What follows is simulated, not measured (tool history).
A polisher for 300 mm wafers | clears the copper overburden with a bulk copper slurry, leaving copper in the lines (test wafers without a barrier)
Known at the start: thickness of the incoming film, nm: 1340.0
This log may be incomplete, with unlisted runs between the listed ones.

run,hour,flow of slurry (ml/min),pressure of the wafer on the pad (psi),speed of the pad under the wafer (m/s),abrasive content of the slurry,overpolish time after the end point (s),time until the end point was called (s),dishing of a wide line in a test structure (Å)
1,0,285,2.5,1.32,1,22,146.93,788.22
2,8.8,285,2.6,1.32,1,22,141.98,804.8
3,15.3,285,2.6,1.48,1,22,131.03,825.07
4,23.4,285,2.6,1.48,1.2,22,129.36,815.25
5,24.2,285,2.6,1.48,1.05,22,130.73,833.99
6,32.1,285,2.6,1.48,1.05,14,129.78,664.96
7,33.2,285,2.7,1.48,1.05,16,124.54,692.09
8,38.4,285,2.8,1.48,1.05,18,120.53,768.26
9,42.9,285,2.9,1.48,1.05,19,118.09,821.96
10,51.3,285,3,1.48,1.05,20,114.91,867.34
11,56,285,3.1,1.48,1.05,20,110.58,851.9
12,61.2,285,3.1,1.48,1.05,21,109.75,864.54
13,63.3,285,3.1,1.48,1.05,22,109.87,910.88

What does the tool deliver on the next run?
14,69.8,285,3.1,1.48,1.05,23,?,?

{"run 14": {"time until the end point was called (s)": 111.03, "dishing of a wide line in a test structure (Å)": 874.71}}

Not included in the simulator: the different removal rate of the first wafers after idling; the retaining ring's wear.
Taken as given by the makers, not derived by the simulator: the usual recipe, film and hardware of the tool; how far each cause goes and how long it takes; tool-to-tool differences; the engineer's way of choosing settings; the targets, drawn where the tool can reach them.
